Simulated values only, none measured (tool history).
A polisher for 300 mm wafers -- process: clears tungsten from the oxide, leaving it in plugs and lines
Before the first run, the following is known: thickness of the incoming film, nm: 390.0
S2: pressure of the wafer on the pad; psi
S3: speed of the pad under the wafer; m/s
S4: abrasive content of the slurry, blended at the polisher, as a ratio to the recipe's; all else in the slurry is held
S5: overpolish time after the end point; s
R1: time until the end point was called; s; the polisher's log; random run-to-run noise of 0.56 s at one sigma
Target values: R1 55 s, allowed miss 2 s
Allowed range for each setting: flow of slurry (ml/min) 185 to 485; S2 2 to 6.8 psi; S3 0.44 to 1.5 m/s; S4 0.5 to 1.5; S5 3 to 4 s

Run 1, day 0: flow of slurry (ml/min) 310, S2 4.4 psi, S3 0.96 m/s, S4 1, S5 4 s. Result: R1 72.969 s.
Run 2, day 0.329: flow of slurry (ml/min) 310, S2 4.6 psi, S3 0.96 m/s, S4 1, S5 4 s. Result: R1 70.175 s.
Run 3, day 0.571: flow of slurry (ml/min) 360, S2 4.6 psi, S3 0.96 m/s, S4 1, S5 4 s. Result: R1 68.502 s.
Run 4, day 0.767: flow of slurry (ml/min) 405, S2 4.6 psi, S3 0.96 m/s, S4 1, S5 4 s. Result: R1 68.93 s.
Run 5, day 1.004: flow of slurry (ml/min) 405, S2 4.6 psi, S3 0.96 m/s, S4 0.8, S5 4 s. Result: R1 71.891 s.
Run 6, day 1.321: flow of slurry (ml/min) 405, S2 4.8 psi, S3 0.96 m/s, S4 0.8, S5 4 s. Result: R1 69.311 s.
At day 1.662: slurry blender recalibrated.
Run 7, day 1.662: flow of slurry (ml/min) 405, S2 5 psi, S3 0.96 m/s, S4 0.8, S5 4 s. Result: R1 60.422 s.
Run 8, day 1.7: flow of slurry (ml/min) 405, S2 5.3 psi, S3 0.96 m/s, S4 0.8, S5 4 s. Result: R1 58.069 s.

Consider the 5 candidate settings below. Which is the only one whose results all fall within their allowed miss of target?
Run A, day 1.738: flow of slurry (ml/min) 455, S2 4 psi, S3 1.2 m/s, S4 0.9, S5 4 s. Result: R1 ?.
Run B, day 1.738: flow of slurry (ml/min) 420, S2 4.8 psi, S3 1.04 m/s, S4 0.8, S5 3 s. Result: R1 ?.
Run C, day 1.738: flow of slurry (ml/min) 345, S2 4.4 psi, S3 1.18 m/s, S4 0.65, S5 4 s. Result: R1 ?.
Run D, day 1.738: flow of slurry (ml/min) 365, S2 4.9 psi, S3 1.1 m/s, S4 0.85, S5 3 s. Result: R1 ?.
Run E, day 1.738: flow of slurry (ml/min) 455, S2 4.8 psi, S3 1.02 m/s, S4 0.85, S5 3 s. Result: R1 ?.

move      R1
   A  60.925
   B  58.999
   C  61.644
   D   55.06
   E  58.803
A: misses by more than the last run did
B: misses by more than the last run did
C: misses by more than the last run did
D: in spec on every target
E: misses by more than the last run did
D is the move that brings every result within its allowed miss.
